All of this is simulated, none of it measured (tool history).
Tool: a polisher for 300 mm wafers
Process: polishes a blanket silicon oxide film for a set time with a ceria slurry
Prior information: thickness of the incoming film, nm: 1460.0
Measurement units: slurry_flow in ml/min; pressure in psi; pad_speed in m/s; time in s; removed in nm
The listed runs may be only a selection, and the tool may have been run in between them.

{"run": 1, "hour": 0.0, "slurry_flow": 295, "pressure": 3.5, "pad_speed": 1.3, "time": 44, "removed": 276.82}
{"run": 2, "hour": 0.9, "slurry_flow": 295, "pressure": 3.7, "pad_speed": 1.3, "time": 44, "removed": 293.55}
{"run": 3, "hour": 3.8, "slurry_flow": 295, "pressure": 3.2, "pad_speed": 1.3, "time": 44, "removed": 245.56}
{"run": 4, "hour": 7.0, "slurry_flow": 295, "pressure": 3.4, "pad_speed": 1.3, "time": 44, "removed": 260.12}
{"run": 5, "hour": 14.3, "slurry_flow": 295, "pressure": 4.2, "pad_speed": 1.3, "time": 44, "removed": 321.59}
{"run": 6, "hour": 23.1, "slurry_flow": 295, "pressure": 4.3, "pad_speed": 1.3, "time": 44, "removed": 330.52}
{"run": 7, "hour": 30.0, "slurry_flow": 295, "pressure": 4.4, "pad_speed": 1.3, "time": 44, "removed": 326.49}

Expected results for the next run?
{"run": 8, "hour": 36.2, "slurry_flow": 295, "pressure": 4.5, "pad_speed": 1.3, "time": 44, "removed": "?"}

Run 8 measured removed 348.17 nm.
